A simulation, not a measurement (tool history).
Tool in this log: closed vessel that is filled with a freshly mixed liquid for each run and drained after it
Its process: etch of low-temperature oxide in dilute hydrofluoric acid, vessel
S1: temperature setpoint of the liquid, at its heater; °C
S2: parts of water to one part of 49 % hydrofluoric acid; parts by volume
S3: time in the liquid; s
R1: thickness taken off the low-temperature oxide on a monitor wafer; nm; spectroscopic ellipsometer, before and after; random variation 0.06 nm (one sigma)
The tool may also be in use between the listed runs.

run	hour	S1	S2	S3	R1
1	0.0	24.0	130	90	11.292
2	6.2	24.0	130	90	11.279
3	13.7	24.5	130	90	11.524
4	22.2	25.0	130	90	11.716
5	24.4	25.0	90	90	17.798
6	25.7	22.5	90	90	15.993
7	30.9	18.5	95	90	12.820

For run 8, what comes out?
8	32.6	18.0	95	90	?

{"run 8": {"R1": 12.525}}

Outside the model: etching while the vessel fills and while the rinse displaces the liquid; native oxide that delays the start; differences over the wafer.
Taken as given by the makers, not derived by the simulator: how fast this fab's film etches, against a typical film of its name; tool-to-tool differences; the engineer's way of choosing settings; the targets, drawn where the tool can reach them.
